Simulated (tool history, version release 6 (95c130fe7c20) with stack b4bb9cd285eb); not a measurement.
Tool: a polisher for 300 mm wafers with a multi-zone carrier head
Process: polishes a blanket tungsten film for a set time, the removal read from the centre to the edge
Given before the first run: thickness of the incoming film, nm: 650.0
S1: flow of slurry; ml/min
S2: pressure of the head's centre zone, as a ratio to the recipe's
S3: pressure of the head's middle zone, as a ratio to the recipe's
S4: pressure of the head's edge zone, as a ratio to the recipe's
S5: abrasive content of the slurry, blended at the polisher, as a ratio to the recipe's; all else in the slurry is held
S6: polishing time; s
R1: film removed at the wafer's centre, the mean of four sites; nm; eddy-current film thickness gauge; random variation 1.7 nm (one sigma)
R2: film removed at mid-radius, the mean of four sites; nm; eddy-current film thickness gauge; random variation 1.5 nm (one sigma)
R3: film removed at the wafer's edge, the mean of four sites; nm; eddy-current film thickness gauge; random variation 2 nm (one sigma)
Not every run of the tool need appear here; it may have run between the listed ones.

run  hour   S1    S2    S3    S4    S5  S6      R1      R2      R3
  1     0  175     1     1     1     1  42  247.47  246.37  246.84
  2   5.9  165  0.95  1.01  0.99  0.85  37  195.83  207.64  210.41
  3  14.1  160  0.92  1.03  0.96  0.75  34  169.53  188.05  183.07
  4  22.9  150  0.89  1.04  0.95   0.7  32  148.69  172.79  165.41
  5  27.2  150  0.89  1.11  0.95   0.7  32  146.51  181.14  168.73
  6  33.7  115  0.89  1.11  0.95   0.7  32  140.87  169.07  157.51
  7  39.4  115  0.87  1.11  0.96  0.65  31  126.69  161.72  153.01
  8    47  115  0.86   1.1  0.95   0.6  31  125.37  154.98   146.6
  9  47.8  115  0.86   1.1  0.95   0.6  31     122  152.95  145.02
 10  53.2  115  0.85   1.1  0.94   0.6  31  122.61  155.39  149.62
 11  55.3  115  0.85  1.11  0.94  0.55  31  115.85  152.29   142.8

What will run 12 give?
 12  62.8  115  0.85  1.1  0.93  0.55  31   ?   ?   ?

R1: 117.19 nm
R2: 151.75 nm
R3: 144.07 nm

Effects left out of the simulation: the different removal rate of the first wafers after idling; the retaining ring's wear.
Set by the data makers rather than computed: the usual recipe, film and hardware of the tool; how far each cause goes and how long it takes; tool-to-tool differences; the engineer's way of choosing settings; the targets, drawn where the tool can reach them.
